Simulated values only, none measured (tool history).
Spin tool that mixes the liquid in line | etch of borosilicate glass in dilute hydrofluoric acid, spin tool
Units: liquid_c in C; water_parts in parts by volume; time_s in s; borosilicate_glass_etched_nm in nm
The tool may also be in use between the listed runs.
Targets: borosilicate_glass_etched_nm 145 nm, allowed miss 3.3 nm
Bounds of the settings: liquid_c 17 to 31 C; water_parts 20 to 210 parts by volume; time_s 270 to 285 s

run	hour	liquid_c	water_parts	time_s	borosilicate_glass_etched_nm
1	0	23	115	270	85.014
2	1.1	20.5	115	270	77.734
3	4.7	20.5	115	270	76.656
4	7	20.5	115	270	77.524
5	12.4	20.5	115	270	77.352
6	17.4	20.5	95	270	95.787
7	22.3	22	95	270	101.64
8	24.2	23	95	270	105.59
9	27.6	24	95	270	109.92
10	32.7	25	95	270	114.15
11	41	26	95	270	118.6
12	45.7	26.5	95	270	121.08
13	49.3	27	95	270	125.46
# hour 55.3: hydrofluoric acid flow meter replaced
14	55.3	27.5	95	270	115.04
15	56.6	28	95	270	118.07
16	63.7	28	95	270	118.61
17	71.2	28.5	95	270	119.91
18	74.2	29	95	270	121.78
19	78.3	30	90	270	134.65

4 next moves are on the table. One of them brings every result within its allowed miss. Which?
A	82.4	24.5	85	270	?
B	82.4	30.5	90	270	?
C	82.4	28.5	80	270	?
D	82.4	28.5	95	280	?

move	borosilicate_glass_etched_nm
A	117.58
B	139.18
C	147.16
D	125.86
A: further off than the last run
B: nearer than the last run, and not there yet
C: meets every target
D: further off than the last run
The right move is C.
